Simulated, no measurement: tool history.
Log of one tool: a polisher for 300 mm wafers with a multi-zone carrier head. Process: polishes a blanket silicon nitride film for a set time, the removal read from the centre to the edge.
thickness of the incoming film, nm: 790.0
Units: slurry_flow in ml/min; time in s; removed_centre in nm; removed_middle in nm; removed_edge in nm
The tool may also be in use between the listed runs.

run 1 day=0 | slurry_flow=210 centre_zone=1 middle_zone=1 edge_zone=1 time=76 | removed_centre=170.01 removed_middle=170.7 removed_edge=164.57
run 2 day=0.088 | slurry_flow=215 centre_zone=1.01 middle_zone=1 edge_zone=1.02 time=77 | removed_centre=177.13 removed_middle=178.45 removed_edge=165.24
run 3 day=0.196 | slurry_flow=215 centre_zone=1.01 middle_zone=0.99 edge_zone=1.02 time=79 | removed_centre=180.34 removed_middle=179.17 removed_edge=170.76
run 4 day=0.442 | slurry_flow=215 centre_zone=1.01 middle_zone=0.98 edge_zone=1.03 time=81 | removed_centre=185.97 removed_middle=186.34 removed_edge=178.23
run 5 day=0.588 | slurry_flow=215 centre_zone=1.01 middle_zone=0.98 edge_zone=1.03 time=69 | removed_centre=159.86 removed_middle=157.08 removed_edge=152.35
-- day=0.638 edge zone pressure recalibrated
run 6 day=0.638 | slurry_flow=215 centre_zone=0.94 middle_zone=0.98 edge_zone=1.03 time=69 | removed_centre=146.19 removed_middle=155.91 removed_edge=160.49

The next listed run, before its measurement:
run 7 day=0.704 | slurry_flow=220 centre_zone=0.95 middle_zone=0.97 edge_zone=1.05 time=71 | removed_centre=? removed_middle=? removed_edge=?

{"run 7": {"removed_centre": 156.62, "removed_middle": 159.57, "removed_edge": 166.24}}

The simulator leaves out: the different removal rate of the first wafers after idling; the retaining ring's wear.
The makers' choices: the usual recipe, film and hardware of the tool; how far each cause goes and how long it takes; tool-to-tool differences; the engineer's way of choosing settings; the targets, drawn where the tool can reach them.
